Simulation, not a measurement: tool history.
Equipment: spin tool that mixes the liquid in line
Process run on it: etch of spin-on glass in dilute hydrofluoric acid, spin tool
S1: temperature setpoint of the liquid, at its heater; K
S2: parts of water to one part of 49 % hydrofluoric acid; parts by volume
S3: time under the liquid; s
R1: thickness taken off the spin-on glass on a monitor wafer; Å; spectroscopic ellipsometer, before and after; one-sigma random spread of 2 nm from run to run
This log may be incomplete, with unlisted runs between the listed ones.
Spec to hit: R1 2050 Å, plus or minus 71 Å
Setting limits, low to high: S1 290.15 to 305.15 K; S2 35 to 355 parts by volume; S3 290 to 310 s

{"run": 1, "hour": 0.0, "S1": 297.15, "S2": 195, "S3": 290, "R1": 602.85}
{"run": 2, "hour": 3.3, "S1": 297.15, "S2": 150, "S3": 290, "R1": 804.86}
{"run": 3, "hour": 8.3, "S1": 298.65, "S2": 130, "S3": 290, "R1": 1006.2}
{"run": 4, "hour": 9.9, "S1": 299.65, "S2": 120, "S3": 290, "R1": 1155.4}
{"run": 5, "hour": 13.0, "S1": 299.65, "S2": 120, "S3": 290, "R1": 1152.7}
{"run": 6, "hour": 15.1, "S1": 299.65, "S2": 55, "S3": 290, "R1": 2732.3}
{"run": 7, "hour": 20.1, "S1": 299.65, "S2": 60, "S3": 290, "R1": 2498.1}
{"run": 8, "hour": 23.8, "S1": 299.65, "S2": 65, "S3": 290, "R1": 2293.9}

Exercise: of the 5 proposed moves below, exactly one satisfies all targets within the stated allowed misses. Which move is it?
{"run": "A", "hour": 27.5, "S1": 300.65, "S2": 75, "S3": 295, "R1": "?"}
{"run": "B", "hour": 27.5, "S1": 298.15, "S2": 65, "S3": 310, "R1": "?"}
{"run": "C", "hour": 27.5, "S1": 304.65, "S2": 85, "S3": 310, "R1": "?"}
{"run": "D", "hour": 27.5, "S1": 302.65, "S2": 90, "S3": 300, "R1": "?"}
{"run": "E", "hour": 27.5, "S1": 305.15, "S2": 95, "S3": 290, "R1": "?"}

move=A R1=2085.1
move=B R1=2320.4
move=C R1=2221.4
move=D R1=1869
move=E R1=1866.1
A: meets every target
B: the biggest miss grows against the last run
C: an improvement on the last run, though not all results are within tolerance
D: takes the result that was furthest off past its target
E: takes the result that was furthest off past its target
A is the move that brings every result within its allowed miss.

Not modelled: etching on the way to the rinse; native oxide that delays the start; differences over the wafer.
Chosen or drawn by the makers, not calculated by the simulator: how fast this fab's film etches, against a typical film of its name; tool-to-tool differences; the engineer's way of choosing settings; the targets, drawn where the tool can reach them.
